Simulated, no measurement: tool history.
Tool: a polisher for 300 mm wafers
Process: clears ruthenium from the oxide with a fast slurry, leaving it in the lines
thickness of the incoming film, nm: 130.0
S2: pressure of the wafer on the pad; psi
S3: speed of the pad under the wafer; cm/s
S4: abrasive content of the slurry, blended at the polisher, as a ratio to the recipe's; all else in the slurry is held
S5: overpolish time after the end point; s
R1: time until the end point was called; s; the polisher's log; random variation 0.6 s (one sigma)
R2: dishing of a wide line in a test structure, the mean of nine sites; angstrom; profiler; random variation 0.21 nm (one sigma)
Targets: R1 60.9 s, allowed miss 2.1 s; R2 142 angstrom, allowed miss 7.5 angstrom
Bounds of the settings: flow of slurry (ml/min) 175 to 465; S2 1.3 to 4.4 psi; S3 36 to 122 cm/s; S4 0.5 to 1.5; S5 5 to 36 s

Run 1, hour 0: flow of slurry (ml/min) 295, S2 2.8 psi, S3 78 cm/s, S4 1, S5 18 s. Result: R1 44.287 s, R2 275.77 angstrom.
Run 2, hour 6.9: flow of slurry (ml/min) 295, S2 2.8 psi, S3 78 cm/s, S4 1, S5 15 s. Result: R1 44.799 s, R2 242.16 angstrom.
Run 3, hour 13.7: flow of slurry (ml/min) 295, S2 2.7 psi, S3 78 cm/s, S4 1, S5 13 s. Result: R1 45.493 s, R2 221.72 angstrom.
Run 4, hour 16.3: flow of slurry (ml/min) 295, S2 2.7 psi, S3 60 cm/s, S4 1, S5 13 s. Result: R1 57.09 s, R2 184.34 angstrom.
Run 5, hour 22.3: flow of slurry (ml/min) 295, S2 2.7 psi, S3 68 cm/s, S4 1, S5 13 s. Result: R1 51.369 s, R2 194.95 angstrom.
Run 6, hour 27.5: flow of slurry (ml/min) 295, S2 2.7 psi, S3 68 cm/s, S4 1.1, S5 13 s. Result: R1 49.561 s, R2 202.29 angstrom.
Run 7, hour 36.2: flow of slurry (ml/min) 295, S2 2.6 psi, S3 68 cm/s, S4 1.1, S5 12 s. Result: R1 50.574 s, R2 191.89 angstrom.
Run 8, hour 40.1: flow of slurry (ml/min) 295, S2 1.9 psi, S3 68 cm/s, S4 1.1, S5 6 s. Result: R1 69.962 s, R2 83.43 angstrom.
Run 9, hour 48.8: flow of slurry (ml/min) 290, S2 2.5 psi, S3 60 cm/s, S4 1.1, S5 12 s. Result: R1 59.561 s, R2 171.97 angstrom.

Which of these 5 next moves meets every target?
Run A, hour 57.5: flow of slurry (ml/min) 240, S2 2.9 psi, S3 54 cm/s, S4 1.1, S5 14 s. Result: R1 ?, R2 ?.
Run B, hour 57.5: flow of slurry (ml/min) 325, S2 2.7 psi, S3 56 cm/s, S4 1, S5 10 s. Result: R1 ?, R2 ?.
Run C, hour 57.5: flow of slurry (ml/min) 305, S2 2.8 psi, S3 58 cm/s, S4 1, S5 19 s. Result: R1 ?, R2 ?.
Run D, hour 57.5: flow of slurry (ml/min) 315, S2 2.5 psi, S3 54 cm/s, S4 1, S5 13 s. Result: R1 ?, R2 ?.
Run E, hour 57.5: flow of slurry (ml/min) 305, S2 2.8 psi, S3 56 cm/s, S4 1.1, S5 11 s. Result: R1 ?, R2 ?.

move      R1      R2
   A   56.82  196.87
   B  60.481  144.72
   C   57.09  242.15
   D  67.281  163.84
   E  55.586  166.91
A: further off than the last run
B: meets every target
C: further off than the last run
D: nearer than the last run, and not there yet
E: nearer than the last run, and not there yet
The right move is B.

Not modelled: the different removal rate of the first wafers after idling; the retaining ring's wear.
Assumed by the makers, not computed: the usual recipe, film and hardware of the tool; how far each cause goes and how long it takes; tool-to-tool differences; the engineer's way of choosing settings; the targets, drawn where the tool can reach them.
